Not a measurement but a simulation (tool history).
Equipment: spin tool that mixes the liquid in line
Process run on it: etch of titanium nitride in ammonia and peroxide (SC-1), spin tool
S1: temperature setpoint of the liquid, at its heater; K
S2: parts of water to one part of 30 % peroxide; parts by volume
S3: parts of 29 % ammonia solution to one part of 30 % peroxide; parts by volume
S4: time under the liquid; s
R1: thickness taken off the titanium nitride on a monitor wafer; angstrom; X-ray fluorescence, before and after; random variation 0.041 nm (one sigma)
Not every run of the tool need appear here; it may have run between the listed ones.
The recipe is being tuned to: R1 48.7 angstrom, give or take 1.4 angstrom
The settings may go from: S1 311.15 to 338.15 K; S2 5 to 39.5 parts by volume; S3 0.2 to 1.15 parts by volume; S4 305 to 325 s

Run 1, hour 0: S1 322.15 K, S2 22 parts by volume, S3 0.65 parts by volume, S4 305 s. Result: R1 76.977 angstrom.
Run 2, hour 5.5: S1 322.15 K, S2 22 parts by volume, S3 0.45 parts by volume, S4 305 s. Result: R1 72.443 angstrom.
Run 3, hour 12.9: S1 321.65 K, S2 22 parts by volume, S3 0.45 parts by volume, S4 305 s. Result: R1 69.959 angstrom.
Run 4, hour 19.3: S1 321.15 K, S2 22 parts by volume, S3 0.45 parts by volume, S4 305 s. Result: R1 66.581 angstrom.
Run 5, hour 27.5: S1 321.15 K, S2 17.5 parts by volume, S3 0.45 parts by volume, S4 305 s. Result: R1 75.729 angstrom.
Run 6, hour 31.4: S1 321.15 K, S2 13 parts by volume, S3 0.45 parts by volume, S4 305 s. Result: R1 90.004 angstrom.
At hour 35.1: ammonia flow meter replaced.
Run 7, hour 35.1: S1 321.15 K, S2 13 parts by volume, S3 0.45 parts by volume, S4 305 s. Result: R1 88.897 angstrom.
Run 8, hour 36.6: S1 320.15 K, S2 13 parts by volume, S3 0.45 parts by volume, S4 305 s. Result: R1 82.351 angstrom.
Run 9, hour 44.6: S1 319.15 K, S2 13 parts by volume, S3 0.45 parts by volume, S4 305 s. Result: R1 75.905 angstrom.
Run 10, hour 46.2: S1 318.65 K, S2 13 parts by volume, S3 0.45 parts by volume, S4 305 s. Result: R1 74.354 angstrom.

Of the 5 settings listed for the next run, only one would bring every result within its allowed miss of target. Which one?
Run A, hour 47.8: S1 327.65 K, S2 16 parts by volume, S3 0.4 parts by volume, S4 325 s. Result: R1 ?.
Run B, hour 47.8: S1 316.15 K, S2 16 parts by volume, S3 0.5 parts by volume, S4 305 s. Result: R1 ?.
Run C, hour 47.8: S1 312.15 K, S2 10 parts by volume, S3 0.5 parts by volume, S4 315 s. Result: R1 ?.
Run D, hour 47.8: S1 321.65 K, S2 9.5 parts by volume, S3 0.55 parts by volume, S4 325 s. Result: R1 ?.
Run E, hour 47.8: S1 312.15 K, S2 11 parts by volume, S3 0.4 parts by volume, S4 305 s. Result: R1 ?.

move      R1
   A  129.64
   B  56.524
   C   55.92
   D   119.9
   E  49.493
A: the biggest miss grows against the last run
B: an improvement on the last run, though not all results are within tolerance
C: an improvement on the last run, though not all results are within tolerance
D: the biggest miss grows against the last run
E: all results land within tolerance of their targets
Move E is the one to make.
